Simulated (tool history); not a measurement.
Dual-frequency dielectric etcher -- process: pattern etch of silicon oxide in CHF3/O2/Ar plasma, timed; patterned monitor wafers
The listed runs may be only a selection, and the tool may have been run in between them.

run	hour	source power (kW)	bias power (kW)	etch time (s)	mean etch depth across the wafer (Å)
1	0	0.63	0.156	214	3921.6
2	5.5	0.69	0.158	214	4077.4
3	13.7	0.77	0.158	214	4327.4
4	15.9	0.77	0.158	196	3974.4
5	19.6	0.77	0.158	196	3935.6
6	21.8	0.77	0.158	196	3987.6
# hour 23.4: bias power generator calibrated
7	23.4	0.81	0.165	196.5	4181.1

Run 8 has not been measured yet. What should we expect?
8	25.2	0.83	0.167	196.5	?

{"run 8": {"mean etch depth across the wafer (Å)": 4185.6}}
